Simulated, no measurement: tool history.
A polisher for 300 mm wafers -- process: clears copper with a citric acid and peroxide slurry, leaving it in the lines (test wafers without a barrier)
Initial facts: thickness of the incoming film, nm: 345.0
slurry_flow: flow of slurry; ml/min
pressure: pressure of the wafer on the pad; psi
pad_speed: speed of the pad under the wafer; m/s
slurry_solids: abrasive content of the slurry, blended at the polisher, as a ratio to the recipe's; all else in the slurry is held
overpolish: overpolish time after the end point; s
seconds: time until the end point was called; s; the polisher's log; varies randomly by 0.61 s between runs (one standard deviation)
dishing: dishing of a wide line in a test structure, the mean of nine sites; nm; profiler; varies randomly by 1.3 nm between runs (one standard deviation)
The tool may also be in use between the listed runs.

run	hour	slurry_flow	pressure	pad_speed	slurry_solids	overpolish	seconds	dishing
1	0	125	3.3	1.04	1	11	146.7	17.508
2	5	125	3.3	1.04	1.1	11	144.42	17.471
3	9.1	150	3.3	1.04	1.1	11	137.55	18.761
4	17.2	155	3.7	1.04	1.1	12	125.69	21.841
5	23.7	180	3.7	1.04	1.1	12	121.35	22.131
6	25.4	180	4	1.06	1.1	13	113.24	26.355
7	30	180	4.2	1.08	1.1	14	105.59	29.629
8	38.8	180	4.4	1.1	1.1	15	101.06	31.48

Estimate the outcome of run 9 from the log above:
9	44	180	4.6	1.12	1.1	16	?	?

For run 9 the tool returned seconds 97.228 s, dishing 35.799 nm.
